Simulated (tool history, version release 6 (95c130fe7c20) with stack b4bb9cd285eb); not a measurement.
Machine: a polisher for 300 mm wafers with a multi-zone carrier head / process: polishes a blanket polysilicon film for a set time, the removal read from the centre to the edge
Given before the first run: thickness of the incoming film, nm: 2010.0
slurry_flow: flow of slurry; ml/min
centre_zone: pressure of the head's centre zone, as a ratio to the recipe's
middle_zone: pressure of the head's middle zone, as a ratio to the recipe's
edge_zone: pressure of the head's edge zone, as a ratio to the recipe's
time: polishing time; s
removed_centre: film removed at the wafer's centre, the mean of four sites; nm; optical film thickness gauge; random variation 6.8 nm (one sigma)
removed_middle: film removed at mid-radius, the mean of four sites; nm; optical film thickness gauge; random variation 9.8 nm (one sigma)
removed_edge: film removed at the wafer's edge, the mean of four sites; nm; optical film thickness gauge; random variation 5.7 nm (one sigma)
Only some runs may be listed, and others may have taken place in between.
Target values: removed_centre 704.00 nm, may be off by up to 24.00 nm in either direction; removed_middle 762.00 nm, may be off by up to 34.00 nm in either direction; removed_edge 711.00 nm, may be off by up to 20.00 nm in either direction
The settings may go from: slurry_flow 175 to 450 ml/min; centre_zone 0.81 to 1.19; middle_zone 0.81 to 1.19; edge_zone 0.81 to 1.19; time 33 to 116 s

run,hour,slurry_flow,centre_zone,middle_zone,edge_zone,time,removed_centre,removed_middle,removed_edge
1,0.0,290,1.00,1.00,1.00,74,640.14,652.48,628.69
2,4.7,290,1.00,0.94,1.00,74,650.33,622.86,622.85
3,6.4,290,1.04,0.94,1.00,74,675.36,621.17,641.66
4,13.7,290,1.04,0.94,1.00,57,514.59,463.81,489.05
5,15.7,290,1.04,0.88,1.00,57,526.88,460.02,488.17
6,19.7,295,1.04,0.90,1.00,60,547.78,493.71,514.22
7,22.8,295,1.04,0.90,1.00,60,547.29,483.48,510.81
8,30.4,300,1.04,0.93,1.00,62,564.58,509.27,519.54
9,35.6,300,1.04,0.93,1.00,62,573.70,522.87,529.91
10,38.5,300,1.04,0.95,1.01,64,584.03,533.23,547.98
11,42.5,305,1.03,0.97,1.02,66,596.38,567.51,573.41
12,49.2,320,1.03,0.99,1.03,67,619.18,578.31,569.78
13,52.1,315,1.03,1.00,1.03,69,625.09,613.65,598.63
14,59.3,315,1.03,1.02,1.04,70,630.37,635.25,606.65
15,61.1,310,1.04,1.03,1.05,71,647.15,635.33,616.57
16,62.2,310,1.04,1.04,1.06,72,661.03,648.90,629.23

Consider the 5 candidate settings below. Which is the only one whose results all fall within their allowed miss of target?
A,63.3,270,1.05,1.02,1.08,77,?,?,?
B,63.3,305,0.99,1.07,1.07,81,?,?,?
C,63.3,310,1.05,1.06,1.01,83,?,?,?
D,63.3,305,1.12,1.02,1.03,77,?,?,?
E,63.3,385,1.19,0.94,1.19,60,?,?,?

move,removed_centre,removed_middle,removed_edge
A,701.74,682.38,671.79
B,705.79,757.42,710.45
C,768.68,770.96,712.69
D,759.46,690.87,665.75
E,642.90,512.59,559.39
A: nearer the targets than the last run, but a result is still out of spec
B: every result within its allowed miss
C: brings the last run's worst result on target, with another outside its allowed miss
D: nearer the targets than the last run, but a result is still out of spec
E: lands further from the targets than the last run did
B meets every target.

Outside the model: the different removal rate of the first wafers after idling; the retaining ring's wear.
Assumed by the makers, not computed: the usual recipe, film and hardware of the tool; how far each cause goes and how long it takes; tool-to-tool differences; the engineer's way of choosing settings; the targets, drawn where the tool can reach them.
